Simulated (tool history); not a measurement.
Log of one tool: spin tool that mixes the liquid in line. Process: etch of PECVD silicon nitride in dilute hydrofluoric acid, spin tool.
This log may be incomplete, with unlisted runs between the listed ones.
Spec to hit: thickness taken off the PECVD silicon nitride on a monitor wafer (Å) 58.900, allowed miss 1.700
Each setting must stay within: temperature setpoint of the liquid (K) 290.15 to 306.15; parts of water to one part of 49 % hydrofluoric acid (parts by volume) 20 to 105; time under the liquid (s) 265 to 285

run	hour	temperature setpoint of the liquid (K)	parts of water to one part of 49 % hydrofluoric acid (parts by volume)	time under the liquid (s)	thickness taken off the PECVD silicon nitride on a monitor wafer (Å)
1	0.0	298.15	55	265	78.803
2	6.8	296.65	55	265	71.354
3	15.6	295.65	55	265	67.124
4	16.6	292.65	55	265	53.659
5	21.7	290.15	55	265	45.135
6	29.0	290.15	55	285	48.950
7	36.1	291.15	55	285	52.404
8	39.5	291.65	55	285	54.456
9	46.4	292.15	55	285	56.368

Which one of the following 5 next-run settings gets every result inside its allowed miss? There is exactly one.
A	53.3	290.15	50	285	?
B	53.3	291.65	55	285	?
C	53.3	292.15	60	285	?
D	53.3	290.15	45	265	?
E	53.3	294.65	60	275	?

move	thickness taken off the PECVD silicon nitride on a monitor wafer (Å)
A	54.410
B	55.148
C	52.479
D	56.022
E	60.179
A: the biggest miss grows against the last run
B: the biggest miss grows against the last run
C: the biggest miss grows against the last run
D: the biggest miss grows against the last run
E: hits every target within its allowed miss
The move that meets every target is E.
